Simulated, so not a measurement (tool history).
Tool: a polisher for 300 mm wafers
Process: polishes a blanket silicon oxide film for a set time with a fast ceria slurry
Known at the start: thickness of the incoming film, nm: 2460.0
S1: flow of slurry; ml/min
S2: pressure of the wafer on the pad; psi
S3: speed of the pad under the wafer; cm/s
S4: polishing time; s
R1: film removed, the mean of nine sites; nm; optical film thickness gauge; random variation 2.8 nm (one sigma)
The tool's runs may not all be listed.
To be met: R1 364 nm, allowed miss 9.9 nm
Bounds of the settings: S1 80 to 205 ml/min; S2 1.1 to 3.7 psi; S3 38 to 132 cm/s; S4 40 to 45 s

Run 1, hour 0: S1 135 ml/min, S2 2.4 psi, S3 84 cm/s, S4 45 s. Result: R1 460.56 nm.
Run 2, hour 0.8: S1 165 ml/min, S2 2.4 psi, S3 84 cm/s, S4 45 s. Result: R1 484.04 nm.
Run 3, hour 7.2: S1 135 ml/min, S2 2.4 psi, S3 84 cm/s, S4 45 s. Result: R1 461.94 nm.
Run 4, hour 13.7: S1 160 ml/min, S2 2.4 psi, S3 84 cm/s, S4 45 s. Result: R1 481.23 nm.
Run 5, hour 18: S1 155 ml/min, S2 2.3 psi, S3 84 cm/s, S4 45 s. Result: R1 454.89 nm.
Run 6, hour 19.4: S1 150 ml/min, S2 2.3 psi, S3 84 cm/s, S4 45 s. Result: R1 450.53 nm.
Run 7, hour 24: S1 145 ml/min, S2 2.3 psi, S3 84 cm/s, S4 45 s. Result: R1 451.77 nm.
Run 8, hour 27.9: S1 140 ml/min, S2 2.2 psi, S3 84 cm/s, S4 45 s. Result: R1 429.61 nm.
Run 9, hour 30.6: S1 105 ml/min, S2 1.9 psi, S3 84 cm/s, S4 45 s. Result: R1 348.08 nm.
Run 10, hour 35.7: S1 115 ml/min, S2 1.9 psi, S3 84 cm/s, S4 45 s. Result: R1 347.97 nm.

Which of these 5 next moves meets every target?
Run A, hour 40.8: S1 135 ml/min, S2 2.2 psi, S3 72 cm/s, S4 42 s. Result: R1 ?.
Run B, hour 40.8: S1 115 ml/min, S2 1.8 psi, S3 96 cm/s, S4 41 s. Result: R1 ?.
Run C, hour 40.8: S1 135 ml/min, S2 1.6 psi, S3 90 cm/s, S4 45 s. Result: R1 ?.
Run D, hour 40.8: S1 135 ml/min, S2 2.5 psi, S3 64 cm/s, S4 45 s. Result: R1 ?.
Run E, hour 40.8: S1 120 ml/min, S2 1.6 psi, S3 92 cm/s, S4 45 s. Result: R1 ?.

move      R1
   A  339.89
   B  348.36
   C  332.78
   D     368
   E  331.12
A: further off than the last run
B: as far off as the last run
C: further off than the last run
D: meets every target
E: further off than the last run
The right move is D.

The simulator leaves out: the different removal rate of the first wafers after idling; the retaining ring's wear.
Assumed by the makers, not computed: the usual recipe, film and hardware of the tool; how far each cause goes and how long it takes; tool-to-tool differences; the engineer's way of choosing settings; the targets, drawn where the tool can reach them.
